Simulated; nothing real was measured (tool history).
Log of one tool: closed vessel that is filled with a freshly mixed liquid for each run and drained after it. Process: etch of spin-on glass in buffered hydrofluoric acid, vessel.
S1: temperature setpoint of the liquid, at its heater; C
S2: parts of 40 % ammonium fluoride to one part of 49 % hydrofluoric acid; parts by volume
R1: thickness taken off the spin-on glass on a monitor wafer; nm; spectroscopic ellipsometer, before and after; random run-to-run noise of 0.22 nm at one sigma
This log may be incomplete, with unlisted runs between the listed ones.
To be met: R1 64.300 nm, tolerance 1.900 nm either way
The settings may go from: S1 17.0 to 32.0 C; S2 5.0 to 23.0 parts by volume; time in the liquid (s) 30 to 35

{"run": 1, "hour": 0.0, "S1": 25.0, "S2": 14.0, "time in the liquid (s)": 35, "R1": 87.612}
{"run": 2, "hour": 5.2, "S1": 25.0, "S2": 11.5, "time in the liquid (s)": 35, "R1": 106.14}
{"run": 3, "hour": 9.6, "S1": 23.0, "S2": 12.0, "time in the liquid (s)": 35, "R1": 91.514}
{"run": 4, "hour": 17.2, "S1": 24.5, "S2": 12.0, "time in the liquid (s)": 35, "R1": 99.42}
{"run": 5, "hour": 22.0, "S1": 23.0, "S2": 12.0, "time in the liquid (s)": 35, "R1": 90.92}
{"run": 6, "hour": 25.9, "S1": 23.0, "S2": 12.0, "time in the liquid (s)": 30, "R1": 78.41}
{"run": 7, "hour": 29.4, "S1": 22.5, "S2": 12.0, "time in the liquid (s)": 30, "R1": 76.214}
{"run": 8, "hour": 35.0, "S1": 22.0, "S2": 12.0, "time in the liquid (s)": 30, "R1": 74.025}
{"run": 9, "hour": 38.0, "S1": 21.5, "S2": 12.0, "time in the liquid (s)": 30, "R1": 72.079}
{"run": 10, "hour": 44.8, "S1": 21.5, "S2": 12.0, "time in the liquid (s)": 30, "R1": 72.248}
{"run": 11, "hour": 50.1, "S1": 21.0, "S2": 12.0, "time in the liquid (s)": 30, "R1": 70.256}
{"run": 12, "hour": 51.8, "S1": 20.5, "S2": 12.0, "time in the liquid (s)": 30, "R1": 67.95}
{"run": 13, "hour": 56.0, "S1": 20.0, "S2": 12.0, "time in the liquid (s)": 30, "R1": 66.388}

Which one of the following 4 next-run settings gets every result inside its allowed miss? There is exactly one.
{"run": "A", "hour": 60.2, "S1": 20.0, "S2": 14.5, "time in the liquid (s)": 35, "R1": "?"}
{"run": "B", "hour": 60.2, "S1": 19.5, "S2": 11.0, "time in the liquid (s)": 30, "R1": "?"}
{"run": "C", "hour": 60.2, "S1": 22.0, "S2": 12.5, "time in the liquid (s)": 30, "R1": "?"}
{"run": "D", "hour": 60.2, "S1": 24.0, "S2": 14.5, "time in the liquid (s)": 30, "R1": "?"}

move=A R1=64.539
move=B R1=70.458
move=C R1=71.505
move=D R1=69.017
A: every result within its allowed miss
B: misses by more than the last run did
C: misses by more than the last run did
D: misses by more than the last run did
So the answer is move A, the one that meets all the targets.
